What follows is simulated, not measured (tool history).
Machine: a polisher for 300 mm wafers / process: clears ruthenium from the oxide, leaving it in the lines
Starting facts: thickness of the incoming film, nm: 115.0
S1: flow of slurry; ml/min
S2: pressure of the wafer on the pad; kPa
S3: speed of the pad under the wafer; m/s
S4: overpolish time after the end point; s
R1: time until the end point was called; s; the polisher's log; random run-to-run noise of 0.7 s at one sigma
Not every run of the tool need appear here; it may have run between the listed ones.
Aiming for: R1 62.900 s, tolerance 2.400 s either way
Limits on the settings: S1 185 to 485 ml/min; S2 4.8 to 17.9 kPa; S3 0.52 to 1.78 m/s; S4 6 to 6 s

| run | day | S1 | S2 | S3 | S4 | R1 |
|---|---|---|---|---|---|---|
| 1 | 0.000 | 310 | 11.0 | 1.14 | 6 | 113.470 |
| 2 | 0.288 | 285 | 11.0 | 1.14 | 6 | 112.670 |
| 3 | 0.367 | 285 | 11.7 | 1.14 | 6 | 105.610 |
| 4 | 0.596 | 285 | 12.4 | 1.14 | 6 | 99.180 |
| 5 | 0.671 | 285 | 13.1 | 1.14 | 6 | 93.375 |
| 6 | 0.900 | 285 | 13.1 | 1.14 | 6 | 94.422 |
| 7 | 1.050 | 285 | 13.8 | 1.14 | 6 | 91.420 |
| 8 | 1.096 | 285 | 14.5 | 1.16 | 6 | 83.912 |
| 9 | 1.446 | 285 | 15.2 | 1.16 | 6 | 80.799 |
| 10 | 1.683 | 285 | 15.2 | 1.16 | 6 | 81.753 |
| 11 | 1.796 | 285 | 15.9 | 1.18 | 6 | 76.995 |
| 12 | 2.071 | 285 | 15.9 | 1.20 | 6 | 75.997 |
|  | 2.258 | worn pad replaced by a new one |
| 13 | 2.258 | 285 | 15.9 | 1.22 | 6 | 66.472 |

4 next moves are on the table. One of them brings every result within its allowed miss. Which?
| A | 2.446 | 265 | 15.2 | 1.40 | 6 | ? |
| B | 2.446 | 400 | 15.2 | 1.18 | 6 | ? |
| C | 2.446 | 310 | 15.9 | 1.20 | 6 | ? |
| D | 2.446 | 260 | 16.5 | 1.10 | 6 | ? |

| move | R1 |
|---|---|
| A | 63.521 |
| B | 71.023 |
| C | 68.055 |
| D | 70.493 |
A: every result lands within tolerance
B: misses by more than the last run did
C: misses by more than the last run did
D: misses by more than the last run did
So the answer is move A, the one that meets all the targets.
